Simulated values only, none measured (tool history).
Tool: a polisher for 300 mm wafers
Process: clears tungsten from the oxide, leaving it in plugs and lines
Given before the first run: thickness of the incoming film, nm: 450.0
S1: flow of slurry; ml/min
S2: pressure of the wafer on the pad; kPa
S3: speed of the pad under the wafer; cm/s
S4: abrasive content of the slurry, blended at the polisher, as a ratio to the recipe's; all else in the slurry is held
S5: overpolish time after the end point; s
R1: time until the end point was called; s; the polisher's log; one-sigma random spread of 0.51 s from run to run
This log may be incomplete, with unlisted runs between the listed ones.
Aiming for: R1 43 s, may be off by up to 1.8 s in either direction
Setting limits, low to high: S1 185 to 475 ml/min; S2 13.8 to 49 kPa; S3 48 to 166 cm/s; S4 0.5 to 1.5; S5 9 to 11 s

| run | hour | S1 | S2 | S3 | S4 | S5 | R1 |
|---|---|---|---|---|---|---|---|
| 1 | 0 | 305 | 31 | 106 | 1 | 11 | 83.127 |
| 2 | 6.9 | 305 | 31 | 88 | 1 | 11 | 98.185 |
| 3 | 13.7 | 235 | 31 | 88 | 1 | 11 | 100.1 |
| 4 | 15.6 | 290 | 31 | 88 | 1 | 11 | 99.702 |
| 5 | 24.4 | 290 | 34.5 | 94 | 1 | 11 | 84.835 |
| 6 | 26.9 | 290 | 34.5 | 94 | 0.85 | 11 | 88.625 |
| 7 | 33.6 | 290 | 37.2 | 100 | 0.85 | 11 | 77.529 |
| 8 | 36.5 | 295 | 46.2 | 130 | 0.9 | 11 | 47.797 |
| 9 | 39.2 | 295 | 46.9 | 130 | 0.9 | 11 | 47.767 |
| 10 | 47.1 | 295 | 47.6 | 132 | 0.9 | 11 | 45.68 |

Below are 5 possible settings for the next run. Only one of them brings all results inside the allowed miss of their targets. Which is it?
| A | 55 | 295 | 49 | 152 | 0.85 | 9 | ? |
| B | 55 | 255 | 47.6 | 132 | 0.9 | 11 | ? |
| C | 55 | 295 | 46.2 | 130 | 0.95 | 11 | ? |
| D | 55 | 265 | 49 | 162 | 0.7 | 9 | ? |
| E | 55 | 185 | 48.3 | 164 | 0.65 | 9 | ? |

| move | R1 |
|---|---|
| A | 39.77 |
| B | 46.39 |
| C | 47.157 |
| D | 40.448 |
| E | 42.666 |
A: moves the result that the last run missed by most past its target, out the other side
B: moves away from the targets compared with the last run
C: moves away from the targets compared with the last run
D: moves the result that the last run missed by most past its target, out the other side
E: hits every target within its allowed miss
Go with E: it meets all targets.
